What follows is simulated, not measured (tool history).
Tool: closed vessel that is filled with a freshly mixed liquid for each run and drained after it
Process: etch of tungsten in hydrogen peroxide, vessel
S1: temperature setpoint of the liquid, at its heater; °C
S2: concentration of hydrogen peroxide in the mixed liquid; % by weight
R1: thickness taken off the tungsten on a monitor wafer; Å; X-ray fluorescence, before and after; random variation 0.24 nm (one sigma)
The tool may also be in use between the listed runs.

run 1 day=0 | S1=48 S2=22 time_in_the_liquid_(s)=30 | R1=210.97
run 2 day=0.133 | S1=51 S2=22 time_in_the_liquid_(s)=30 | R1=255.16
run 3 day=0.454 | S1=51 S2=22 time_in_the_liquid_(s)=30 | R1=254.08
run 4 day=0.629 | S1=53 S2=22 time_in_the_liquid_(s)=30 | R1=287.42
run 5 day=0.667 | S1=53 S2=22 time_in_the_liquid_(s)=30 | R1=288.04
-- day=0.692 new drum of peroxide connected
run 6 day=0.692 | S1=47 S2=22 time_in_the_liquid_(s)=30 | R1=206.75
run 7 day=0.9 | S1=50.5 S2=22 time_in_the_liquid_(s)=30 | R1=257.48
run 8 day=0.954 | S1=52.5 S2=22 time_in_the_liquid_(s)=30 | R1=287.67

The next listed run, before its measurement:
run 9 day=1.025 | S1=54 S2=22 time_in_the_liquid_(s)=30 | R1=?

Run 9 gave R1 315.68 Å.
